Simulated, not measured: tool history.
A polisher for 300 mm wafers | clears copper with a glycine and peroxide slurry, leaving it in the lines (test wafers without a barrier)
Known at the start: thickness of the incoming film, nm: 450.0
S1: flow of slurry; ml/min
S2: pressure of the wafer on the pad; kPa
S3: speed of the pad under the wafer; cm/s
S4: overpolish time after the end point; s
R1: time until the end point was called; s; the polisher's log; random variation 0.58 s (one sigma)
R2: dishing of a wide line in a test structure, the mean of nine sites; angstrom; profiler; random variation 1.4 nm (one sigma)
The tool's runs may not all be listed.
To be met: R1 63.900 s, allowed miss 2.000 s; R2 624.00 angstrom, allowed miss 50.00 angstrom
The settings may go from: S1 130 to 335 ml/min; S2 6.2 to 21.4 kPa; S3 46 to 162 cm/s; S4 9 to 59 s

run 1 hour=0.0 | S1=215 S2=13.8 S3=104 S4=30 | R1=93.651 R2=536.28
run 2 hour=3.8 | S1=215 S2=13.8 S3=82 S4=30 | R1=112.740 R2=514.33
run 3 hour=7.4 | S1=175 S2=13.8 S3=82 S4=30 | R1=113.940 R2=498.70
run 4 hour=15.0 | S1=180 S2=16.5 S3=88 S4=31 | R1=93.077 R2=552.33
run 5 hour=19.8 | S1=180 S2=16.5 S3=88 S4=36 | R1=94.138 R2=566.25
run 6 hour=20.7 | S1=180 S2=16.5 S3=88 S4=48 | R1=95.851 R2=614.16
run 7 hour=24.1 | S1=180 S2=17.9 S3=92 S4=42 | R1=87.464 R2=620.13
run 8 hour=26.0 | S1=205 S2=21.4 S3=114 S4=28 | R1=60.535 R2=563.14
run 9 hour=32.9 | S1=205 S2=21.4 S3=114 S4=32 | R1=60.890 R2=615.39
run 10 hour=34.3 | S1=205 S2=21.4 S3=114 S4=33 | R1=61.634 R2=577.69
run 11 hour=35.7 | S1=205 S2=21.4 S3=114 S4=36 | R1=60.754 R2=608.57
run 12 hour=39.3 | S1=200 S2=21.4 S3=114 S4=37 | R1=61.833 R2=618.94
run 13 hour=45.5 | S1=200 S2=21.4 S3=114 S4=38 | R1=61.526 R2=621.42
run 14 hour=53.3 | S1=200 S2=21.4 S3=114 S4=38 | R1=61.709 R2=617.82
run 15 hour=55.3 | S1=200 S2=21.4 S3=114 S4=39 | R1=61.878 R2=617.11
run 16 hour=56.5 | S1=200 S2=21.4 S3=114 S4=40 | R1=60.745 R2=614.13

5 next moves are on the table. One of them brings every result within its allowed miss. Which?
run A hour=57.7 | S1=190 S2=18.6 S3=138 S4=22 | R1=? R2=?
run B hour=57.7 | S1=185 S2=21.4 S3=136 S4=25 | R1=? R2=?
run C hour=57.7 | S1=145 S2=19.3 S3=142 S4=46 | R1=? R2=?
run D hour=57.7 | S1=190 S2=20.0 S3=118 S4=51 | R1=? R2=?
run E hour=57.7 | S1=175 S2=20.7 S3=126 S4=40 | R1=? R2=?

move=A R1=58.185 R2=555.02
move=B R1=52.361 R2=587.47
move=C R1=56.145 R2=615.67
move=D R1=62.591 R2=628.63
move=E R1=57.826 R2=618.76
A: further off than the last run
B: further off than the last run
C: further off than the last run
D: meets every target
E: further off than the last run
The right move is D.

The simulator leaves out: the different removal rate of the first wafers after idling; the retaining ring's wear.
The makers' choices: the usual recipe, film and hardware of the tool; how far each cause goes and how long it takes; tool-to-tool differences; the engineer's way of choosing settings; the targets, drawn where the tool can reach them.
